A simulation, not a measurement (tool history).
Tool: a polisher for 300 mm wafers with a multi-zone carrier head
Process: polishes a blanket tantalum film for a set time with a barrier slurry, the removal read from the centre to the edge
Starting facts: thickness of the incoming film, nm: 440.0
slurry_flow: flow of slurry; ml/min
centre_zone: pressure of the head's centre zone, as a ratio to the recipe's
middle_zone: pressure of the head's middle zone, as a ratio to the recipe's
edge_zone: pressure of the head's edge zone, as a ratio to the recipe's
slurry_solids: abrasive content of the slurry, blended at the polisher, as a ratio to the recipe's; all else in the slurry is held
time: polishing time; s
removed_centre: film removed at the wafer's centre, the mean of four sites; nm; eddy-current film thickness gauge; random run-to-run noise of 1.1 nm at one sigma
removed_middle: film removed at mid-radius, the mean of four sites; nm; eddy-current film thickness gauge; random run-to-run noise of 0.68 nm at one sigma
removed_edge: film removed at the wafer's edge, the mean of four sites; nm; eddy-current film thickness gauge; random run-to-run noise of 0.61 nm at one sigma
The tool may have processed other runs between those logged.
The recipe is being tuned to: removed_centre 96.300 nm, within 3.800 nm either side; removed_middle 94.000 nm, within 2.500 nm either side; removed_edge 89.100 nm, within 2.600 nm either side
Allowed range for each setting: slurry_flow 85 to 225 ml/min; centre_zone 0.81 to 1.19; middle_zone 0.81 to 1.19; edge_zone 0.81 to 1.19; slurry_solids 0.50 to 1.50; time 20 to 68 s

run,hour,slurry_flow,centre_zone,middle_zone,edge_zone,slurry_solids,time,removed_centre,removed_middle,removed_edge
1,0.0,145,1.00,1.00,1.00,1.00,44,67.277,65.311,66.863
2,1.9,145,0.93,1.00,1.00,1.00,44,64.087,65.881,66.846
3,6.2,145,0.93,1.00,1.00,1.00,53,77.893,78.683,80.242
4,12.1,155,0.95,1.02,1.01,1.00,53,81.055,80.592,81.994
5,19.4,165,0.96,1.04,1.01,1.00,53,80.008,83.689,83.007
6,20.4,165,0.96,1.04,0.96,1.00,53,81.595,82.938,80.883
7,27.4,175,0.99,1.05,0.96,1.00,53,83.857,83.579,81.756
8,29.0,180,1.01,1.07,0.96,1.05,53,87.120,88.618,82.864
9,34.3,185,1.02,1.07,0.97,1.05,53,88.043,87.582,83.315
10,35.9,190,1.03,1.08,0.98,1.05,53,89.289,90.236,84.535

Which of these 4 next moves meets every target?
A,37.5,180,1.03,0.94,1.02,1.00,57,?,?,?
B,37.5,170,0.94,1.05,1.01,0.95,59,?,?,?
C,37.5,220,1.08,1.11,1.05,0.95,55,?,?,?
D,37.5,180,1.08,1.12,0.91,1.00,53,?,?,?

move,removed_centre,removed_middle,removed_edge
A,95.112,84.246,89.699
B,89.342,93.434,90.254
C,97.249,94.996,88.256
D,91.964,90.869,78.821
A: brings the result that was furthest off to its target, and leaves another outside
B: roughly where the last run was
C: every result within its allowed miss
D: further off than the last run
The move that meets every target is C.
